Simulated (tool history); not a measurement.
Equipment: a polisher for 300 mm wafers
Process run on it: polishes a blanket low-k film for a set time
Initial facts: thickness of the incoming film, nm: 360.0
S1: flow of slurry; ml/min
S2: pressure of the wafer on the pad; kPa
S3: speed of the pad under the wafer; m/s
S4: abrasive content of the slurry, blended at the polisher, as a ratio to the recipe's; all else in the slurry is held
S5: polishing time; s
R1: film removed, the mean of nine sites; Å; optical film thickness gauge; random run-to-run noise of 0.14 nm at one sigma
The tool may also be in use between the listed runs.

run,hour,S1,S2,S3,S4,S5,R1
1,0,195,16.5,0.9,1,44,206.49
2,6.3,195,16.5,0.9,1.1,44,215.05
3,9,190,15.9,0.9,1.1,44,208.64
4,11.3,190,12.4,0.9,1.1,44,163.49
5,19.2,190,12.4,0.7,1.1,44,137.1
6,27.5,190,15.2,0.7,1.1,44,164.86

Run 7 has not been measured yet. What should we expect?
7,35.4,195,15.2,0.7,1.1,44,?

{"run 7": {"R1": 167.84}}
